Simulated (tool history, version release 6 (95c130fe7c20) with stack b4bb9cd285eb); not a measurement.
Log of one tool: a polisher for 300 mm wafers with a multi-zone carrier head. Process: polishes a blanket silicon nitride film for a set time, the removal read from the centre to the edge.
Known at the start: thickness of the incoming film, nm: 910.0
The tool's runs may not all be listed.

| run | hour | flow of slurry (ml/min) | pressure of the head's centre zone | pressure of the head's middle zone | pressure of the head's edge zone | polishing time (s) | film removed at the wafer's centre (nm) | film removed at mid-radius (nm) | film removed at the wafer's edge (nm) |
|---|---|---|---|---|---|---|---|---|---|
| 1 | 0.0 | 130 | 1.00 | 1.00 | 1.00 | 32 | 79.511 | 82.153 | 83.575 |
| 2 | 2.5 | 130 | 0.97 | 1.00 | 1.00 | 32 | 78.147 | 82.753 | 82.588 |
| 3 | 10.5 | 130 | 0.97 | 1.00 | 1.06 | 32 | 78.934 | 81.360 | 83.198 |
| 4 | 11.1 | 130 | 1.00 | 1.00 | 1.06 | 32 | 81.704 | 81.778 | 84.588 |
| 5 | 12.7 | 130 | 1.00 | 1.00 | 1.06 | 29 | 73.760 | 74.527 | 77.029 |
| 6 | 19.2 | 140 | 0.96 | 1.05 | 1.09 | 32 | 79.501 | 87.144 | 87.053 |

Run 7 comes next. What will it give?
| 7 | 23.7 | 155 | 0.97 | 1.10 | 1.10 | 32 | ? | ? | ? |

{"run 7": {"film removed at the wafer's centre (nm)": 81.917, "film removed at mid-radius (nm)": 93.25, "film removed at the wafer's edge (nm)": 86.999}}
